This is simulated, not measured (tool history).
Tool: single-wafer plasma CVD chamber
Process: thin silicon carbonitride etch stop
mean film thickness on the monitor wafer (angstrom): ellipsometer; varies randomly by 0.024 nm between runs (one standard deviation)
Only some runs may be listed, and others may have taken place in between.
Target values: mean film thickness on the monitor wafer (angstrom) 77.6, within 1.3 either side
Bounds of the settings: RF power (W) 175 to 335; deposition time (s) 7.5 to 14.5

run,hour,RF power (W),deposition time (s),mean film thickness on the monitor wafer (angstrom)
1,0,255,11,65.758
2,2.7,255,9.8,59.04
3,3.2,230,9.8,56.781
4,5.8,255,10.4,62.383
5,6.3,275,10.8,66.344
6,8.6,295,10.8,67.684
7,14.1,305,11.1,69.939
8,20.4,330,12.3,79.461
9,22,325,12.3,79.52

Of the 4 settings listed for the next run, only one would bring every result within its allowed miss of target. Which one?
A,23.6,305,13.2,?
B,23.6,330,12.5,?
C,23.6,300,12.3,?
D,23.6,315,13,?

move,mean film thickness on the monitor wafer (angstrom)
A,83.851
B,81.213
C,77.767
D,83.345
A: its largest miss is bigger than the last run's
B: its largest miss is bigger than the last run's
C: meets every target
D: its largest miss is bigger than the last run's
Go with C: it meets all targets.
